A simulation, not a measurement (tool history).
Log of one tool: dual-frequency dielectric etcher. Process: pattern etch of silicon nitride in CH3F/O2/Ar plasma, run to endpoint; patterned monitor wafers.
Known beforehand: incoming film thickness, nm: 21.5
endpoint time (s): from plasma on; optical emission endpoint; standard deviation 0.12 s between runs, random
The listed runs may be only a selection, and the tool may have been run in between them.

{"run": 1, "hour": 0.0, "source power (kW)": 0.38, "bias power (kW)": 0.057, "endpoint time (s)": 32.222}
{"run": 2, "hour": 3.6, "source power (kW)": 0.32, "bias power (kW)": 0.057, "endpoint time (s)": 34.985}
{"run": 3, "hour": 6.9, "source power (kW)": 0.32, "bias power (kW)": 0.063, "endpoint time (s)": 34.029}
{"run": 4, "hour": 10.8, "source power (kW)": 0.32, "bias power (kW)": 0.06, "endpoint time (s)": 34.456}
{"run": 5, "hour": 15.2, "source power (kW)": 0.36, "bias power (kW)": 0.062, "endpoint time (s)": 31.893}
{"run": 6, "hour": 23.4, "source power (kW)": 0.39, "bias power (kW)": 0.063, "endpoint time (s)": 30.166}
{"run": 7, "hour": 28.7, "source power (kW)": 0.41, "bias power (kW)": 0.063, "endpoint time (s)": 29.454}
{"run": 8, "hour": 36.2, "source power (kW)": 0.42, "bias power (kW)": 0.063, "endpoint time (s)": 29.155}
{"run": 9, "hour": 39.0, "source power (kW)": 0.43, "bias power (kW)": 0.063, "endpoint time (s)": 28.578}
{"run": 10, "hour": 45.3, "source power (kW)": 0.44, "bias power (kW)": 0.063, "endpoint time (s)": 28.449}

Predict the results of run 11:
{"run": 11, "hour": 53.0, "source power (kW)": 0.45, "bias power (kW)": 0.063, "endpoint time (s)": "?"}

endpoint time (s): 27.835

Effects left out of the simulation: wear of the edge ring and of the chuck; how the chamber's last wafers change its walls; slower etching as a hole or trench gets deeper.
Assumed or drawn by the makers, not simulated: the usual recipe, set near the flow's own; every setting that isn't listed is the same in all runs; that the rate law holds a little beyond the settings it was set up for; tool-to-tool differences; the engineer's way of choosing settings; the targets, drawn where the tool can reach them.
